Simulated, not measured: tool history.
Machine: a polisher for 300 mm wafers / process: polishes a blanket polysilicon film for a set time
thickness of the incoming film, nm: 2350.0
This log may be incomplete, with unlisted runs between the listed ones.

run,day,flow of slurry (ml/min),pressure of the wafer on the pad (kPa),speed of the pad under the wafer (m/s),polishing time (s),film removed (angstrom)
1,0,240,11.7,0.76,95,3876.2
2,0.283,240,11.7,0.76,100,4104.2
3,0.562,240,13.8,0.76,100,4739.8
4,0.604,240,11.7,0.76,100,4092.9
5,0.912,240,11.7,0.76,100,4045.4
6,1.288,240,11.7,0.76,100,4058.5
7,1.342,240,11,0.76,100,3855.2
8,1.512,240,10.3,0.76,100,3725.1

What will run 9 give?
9,1.696,240,9.7,0.76,100,?

{"run 9": {"film removed (angstrom)": 3456.9}}
